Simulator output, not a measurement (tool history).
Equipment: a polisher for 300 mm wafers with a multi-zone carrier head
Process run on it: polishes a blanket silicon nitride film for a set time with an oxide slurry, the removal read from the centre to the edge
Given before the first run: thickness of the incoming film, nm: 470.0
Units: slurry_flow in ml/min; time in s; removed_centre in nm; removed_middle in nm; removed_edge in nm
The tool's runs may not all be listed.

run    day  slurry_flow  centre_zone  middle_zone  edge_zone  slurry_solids  time  removed_centre  removed_middle  removed_edge
  1  0.000          150         1.00         1.00       1.00           1.00    82          34.301          34.001        34.393
  2  0.138          135         0.95         0.95       0.99           0.85    78          27.649          27.956        29.619
  3  0.267          125         0.92         0.91       0.98           0.75    77          24.639          25.029        27.124
  4  0.504          125         0.92         0.91       0.92           0.75    77          24.056          24.983        26.382
  5  0.683          100         0.92         0.91       0.92           0.75    77          22.906          23.716        25.395
  6  1.038           90         0.92         0.91       0.92           0.75    77          22.104          22.496        24.441
  7  1.321           90         0.83         0.82       0.93           0.55    76          16.527          17.893        21.491
  8  1.471          100         0.84         0.82       0.93           0.55    76          17.800          18.116        22.027

Expected results for the next run?
  9  1.688          105         0.84         0.83       0.93           0.55    76               ?               ?             ?

Run 9 measured removed_centre 18.163 nm, removed_middle 18.702 nm, removed_edge 21.915 nm.

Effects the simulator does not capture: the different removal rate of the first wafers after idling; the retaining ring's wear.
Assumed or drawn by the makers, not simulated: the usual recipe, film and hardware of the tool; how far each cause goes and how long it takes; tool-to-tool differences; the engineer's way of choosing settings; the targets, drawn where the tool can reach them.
